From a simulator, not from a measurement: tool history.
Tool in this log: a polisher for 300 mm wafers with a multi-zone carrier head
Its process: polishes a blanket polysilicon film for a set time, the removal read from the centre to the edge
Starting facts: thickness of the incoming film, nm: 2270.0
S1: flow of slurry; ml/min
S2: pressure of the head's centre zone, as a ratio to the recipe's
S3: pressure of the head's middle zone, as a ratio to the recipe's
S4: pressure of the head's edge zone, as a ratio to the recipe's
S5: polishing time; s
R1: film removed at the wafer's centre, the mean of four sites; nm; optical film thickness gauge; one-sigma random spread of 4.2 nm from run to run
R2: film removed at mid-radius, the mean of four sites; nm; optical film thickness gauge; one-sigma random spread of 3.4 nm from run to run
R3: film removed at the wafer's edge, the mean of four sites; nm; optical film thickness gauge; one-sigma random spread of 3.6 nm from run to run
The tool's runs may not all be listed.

run	hour	S1	S2	S3	S4	S5	R1	R2	R3
1	0.0	255	1.00	1.00	1.00	58	315.42	307.19	299.11
2	5.4	255	0.91	1.00	1.00	58	280.89	315.07	298.93
3	7.7	265	0.96	1.00	1.03	61	318.38	329.42	319.96
4	15.7	265	0.99	0.99	1.06	64	338.37	344.50	346.21
5	21.1	280	1.03	0.98	1.07	66	369.78	354.68	354.84
6	24.8	280	1.06	0.96	1.09	68	390.73	352.18	377.22
7	28.5	350	1.16	0.97	1.08	74	479.31	398.75	408.04

For run 8, what comes out?
8	33.5	350	1.17	0.96	1.09	74	?	?	?

Run 8 gave R1 479.15 nm, R2 392.33 nm, R3 413.61 nm.
